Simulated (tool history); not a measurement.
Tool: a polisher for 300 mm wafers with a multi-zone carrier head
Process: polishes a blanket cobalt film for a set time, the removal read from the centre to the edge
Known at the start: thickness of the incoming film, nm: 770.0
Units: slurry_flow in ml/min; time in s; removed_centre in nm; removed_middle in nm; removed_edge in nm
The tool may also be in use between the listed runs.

run,hour,slurry_flow,centre_zone,middle_zone,edge_zone,time,removed_centre,removed_middle,removed_edge
1,0.0,315,1.00,1.00,1.00,60,247.00,246.00,246.92
2,1.3,240,1.00,1.00,1.00,60,242.47,247.67,243.65
3,7.3,240,1.00,1.00,1.00,46,187.02,189.93,190.01
4,16.0,240,1.00,1.00,0.93,46,184.45,191.35,184.12
5,24.1,235,0.99,1.03,0.93,52,209.10,220.72,203.38
6,24.6,235,0.99,1.03,0.93,66,260.42,275.84,262.79

Run 7 comes next. What will it give?
7,30.6,230,0.98,1.06,0.93,68,?,?,?

removed_centre: 271.21 nm
removed_middle: 288.37 nm
removed_edge: 272.62 nm

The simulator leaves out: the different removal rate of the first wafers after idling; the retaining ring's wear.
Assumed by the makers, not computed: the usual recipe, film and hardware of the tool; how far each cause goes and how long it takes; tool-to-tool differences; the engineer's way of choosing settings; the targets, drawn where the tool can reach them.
